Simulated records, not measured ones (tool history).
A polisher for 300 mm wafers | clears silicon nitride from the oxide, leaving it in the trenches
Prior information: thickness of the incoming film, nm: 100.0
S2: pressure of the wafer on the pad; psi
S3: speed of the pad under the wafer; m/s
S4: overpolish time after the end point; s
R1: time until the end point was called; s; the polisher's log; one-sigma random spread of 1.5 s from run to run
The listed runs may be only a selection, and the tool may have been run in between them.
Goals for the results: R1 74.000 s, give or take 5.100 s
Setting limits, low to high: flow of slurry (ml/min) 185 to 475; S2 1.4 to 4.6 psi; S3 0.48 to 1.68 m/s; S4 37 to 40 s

{"run": 1, "hour": 0.0, "flow of slurry (ml/min)": 305, "S2": 3.0, "S3": 1.08, "S4": 37, "R1": 118.3}
{"run": 2, "hour": 7.1, "flow of slurry (ml/min)": 305, "S2": 3.6, "S3": 1.08, "S4": 37, "R1": 108.78}
{"run": 3, "hour": 11.3, "flow of slurry (ml/min)": 305, "S2": 3.7, "S3": 1.14, "S4": 37, "R1": 99.193}
{"run": 4, "hour": 16.1, "flow of slurry (ml/min)": 375, "S2": 3.7, "S3": 1.14, "S4": 37, "R1": 97.636}
{"run": 5, "hour": 21.6, "flow of slurry (ml/min)": 375, "S2": 3.7, "S3": 0.88, "S4": 37, "R1": 122.97}
{"run": 6, "hour": 26.9, "flow of slurry (ml/min)": 375, "S2": 3.9, "S3": 0.96, "S4": 37, "R1": 110.24}
{"run": 7, "hour": 34.7, "flow of slurry (ml/min)": 375, "S2": 4.0, "S3": 1.02, "S4": 37, "R1": 103.86}
{"run": 8, "hour": 37.2, "flow of slurry (ml/min)": 375, "S2": 4.1, "S3": 1.08, "S4": 37, "R1": 95.357}
{"run": 9, "hour": 44.4, "flow of slurry (ml/min)": 375, "S2": 4.2, "S3": 1.12, "S4": 37, "R1": 92.543}
{"run": 10, "hour": 53.1, "flow of slurry (ml/min)": 375, "S2": 4.2, "S3": 1.12, "S4": 37, "R1": 91.342}
{"run": 11, "hour": 61.1, "flow of slurry (ml/min)": 380, "S2": 4.6, "S3": 1.22, "S4": 37, "R1": 80.231}
{"run": 12, "hour": 62.7, "flow of slurry (ml/min)": 380, "S2": 4.6, "S3": 1.24, "S4": 37, "R1": 78.626}
{"run": 13, "hour": 66.5, "flow of slurry (ml/min)": 380, "S2": 4.6, "S3": 1.26, "S4": 37, "R1": 78.84}

4 next moves are on the table. One of them brings every result within its allowed miss. Which?
{"run": "A", "hour": 70.3, "flow of slurry (ml/min)": 345, "S2": 4.6, "S3": 1.36, "S4": 37, "R1": "?"}
{"run": "B", "hour": 70.3, "flow of slurry (ml/min)": 385, "S2": 4.5, "S3": 1.1, "S4": 40, "R1": "?"}
{"run": "C", "hour": 70.3, "flow of slurry (ml/min)": 340, "S2": 3.9, "S3": 1.38, "S4": 40, "R1": "?"}
{"run": "D", "hour": 70.3, "flow of slurry (ml/min)": 355, "S2": 4.1, "S3": 1.14, "S4": 40, "R1": "?"}

move=A R1=72.230
move=B R1=87.093
move=C R1=79.877
move=D R1=90.588
A: every result lands within tolerance
B: lands further from the targets than the last run did
C: lands further from the targets than the last run did
D: lands further from the targets than the last run did
So the answer is move A, the one that meets all the targets.
